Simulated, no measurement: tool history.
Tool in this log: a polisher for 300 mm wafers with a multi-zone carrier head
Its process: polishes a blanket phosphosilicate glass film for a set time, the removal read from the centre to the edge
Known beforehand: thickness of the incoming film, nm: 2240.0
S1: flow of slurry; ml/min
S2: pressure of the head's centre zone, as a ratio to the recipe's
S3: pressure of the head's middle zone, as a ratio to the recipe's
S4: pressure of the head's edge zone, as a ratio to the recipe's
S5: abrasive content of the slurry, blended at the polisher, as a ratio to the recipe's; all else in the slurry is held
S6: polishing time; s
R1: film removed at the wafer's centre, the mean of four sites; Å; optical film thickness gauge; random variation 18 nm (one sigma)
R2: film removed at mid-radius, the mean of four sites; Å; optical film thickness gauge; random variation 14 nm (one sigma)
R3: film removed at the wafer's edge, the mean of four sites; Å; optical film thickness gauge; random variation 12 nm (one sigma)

run,hour,S1,S2,S3,S4,S5,S6,R1,R2,R3
1,0.0,205,1.00,1.00,1.00,1.00,82,7373.5,7207.6,7314.3
2,4.8,205,1.00,1.00,1.00,0.85,82,6564.2,6678.9,6818.2
3,11.4,205,0.96,1.00,1.00,0.85,82,6183.0,6648.7,6753.6
4,15.4,205,0.96,0.96,1.00,0.85,82,6266.9,6299.6,6856.3
5,17.6,205,0.96,0.96,1.00,1.00,82,6726.7,6996.7,7346.0
6,19.4,210,0.98,0.99,1.03,1.15,87,7890.9,8115.5,8513.4

The next listed run, before its measurement:
7,28.1,215,1.01,1.04,1.05,1.25,91,?,?,?

Run 7 yielded R1 8956.9 Å, R2 9271.6 Å, R3 9396.0 Å.
